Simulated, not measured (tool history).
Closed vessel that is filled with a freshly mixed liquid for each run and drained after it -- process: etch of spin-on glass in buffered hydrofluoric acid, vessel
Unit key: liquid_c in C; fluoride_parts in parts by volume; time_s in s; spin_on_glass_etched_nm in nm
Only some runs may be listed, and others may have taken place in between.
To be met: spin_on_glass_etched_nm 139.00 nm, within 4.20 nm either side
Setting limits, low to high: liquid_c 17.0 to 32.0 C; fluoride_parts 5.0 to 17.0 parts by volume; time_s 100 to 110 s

run 1 hour=0.0 | liquid_c=24.0 fluoride_parts=10.5 time_s=100 | spin_on_glass_etched_nm=249.68
run 2 hour=5.0 | liquid_c=24.0 fluoride_parts=8.0 time_s=100 | spin_on_glass_etched_nm=321.11
run 3 hour=12.6 | liquid_c=27.0 fluoride_parts=8.0 time_s=100 | spin_on_glass_etched_nm=373.72
run 4 hour=15.0 | liquid_c=26.0 fluoride_parts=8.5 time_s=100 | spin_on_glass_etched_nm=328.70
run 5 hour=18.8 | liquid_c=26.0 fluoride_parts=10.5 time_s=100 | spin_on_glass_etched_nm=274.15
run 6 hour=21.8 | liquid_c=26.0 fluoride_parts=10.5 time_s=110 | spin_on_glass_etched_nm=302.43
run 7 hour=30.6 | liquid_c=25.0 fluoride_parts=11.0 time_s=110 | spin_on_glass_etched_nm=278.43
run 8 hour=36.4 | liquid_c=24.5 fluoride_parts=11.5 time_s=110 | spin_on_glass_etched_nm=257.97
run 9 hour=39.2 | liquid_c=24.0 fluoride_parts=12.0 time_s=110 | spin_on_glass_etched_nm=240.18
run 10 hour=43.0 | liquid_c=23.5 fluoride_parts=12.0 time_s=110 | spin_on_glass_etched_nm=237.28
run 11 hour=47.1 | liquid_c=23.0 fluoride_parts=12.5 time_s=110 | spin_on_glass_etched_nm=219.12
run 12 hour=47.8 | liquid_c=19.0 fluoride_parts=14.0 time_s=110 | spin_on_glass_etched_nm=154.72
-- hour=49.2 thermometer replaced
run 13 hour=49.2 | liquid_c=18.0 fluoride_parts=14.0 time_s=110 | spin_on_glass_etched_nm=163.90
run 14 hour=52.9 | liquid_c=17.5 fluoride_parts=14.5 time_s=110 | spin_on_glass_etched_nm=153.47
run 15 hour=53.6 | liquid_c=17.5 fluoride_parts=15.0 time_s=110 | spin_on_glass_etched_nm=148.99

Exercise: of the 5 proposed moves below, exactly one satisfies all targets within the stated allowed misses. Which move is it?
run A hour=54.3 | liquid_c=17.5 fluoride_parts=13.5 time_s=110 | spin_on_glass_etched_nm=?
run B hour=54.3 | liquid_c=17.0 fluoride_parts=15.0 time_s=105 | spin_on_glass_etched_nm=?
run C hour=54.3 | liquid_c=20.0 fluoride_parts=15.0 time_s=105 | spin_on_glass_etched_nm=?
run D hour=54.3 | liquid_c=19.5 fluoride_parts=16.0 time_s=105 | spin_on_glass_etched_nm=?
run E hour=54.3 | liquid_c=22.0 fluoride_parts=16.5 time_s=105 | spin_on_glass_etched_nm=?

move=A spin_on_glass_etched_nm=163.91
move=B spin_on_glass_etched_nm=137.10
move=C spin_on_glass_etched_nm=162.49
move=D spin_on_glass_etched_nm=148.26
move=E spin_on_glass_etched_nm=165.37
A: moves away from the targets compared with the last run
B: meets every target
C: moves away from the targets compared with the last run
D: better than the last run, though not everything is in spec
E: moves away from the targets compared with the last run
Correct choice: B, which meets every target

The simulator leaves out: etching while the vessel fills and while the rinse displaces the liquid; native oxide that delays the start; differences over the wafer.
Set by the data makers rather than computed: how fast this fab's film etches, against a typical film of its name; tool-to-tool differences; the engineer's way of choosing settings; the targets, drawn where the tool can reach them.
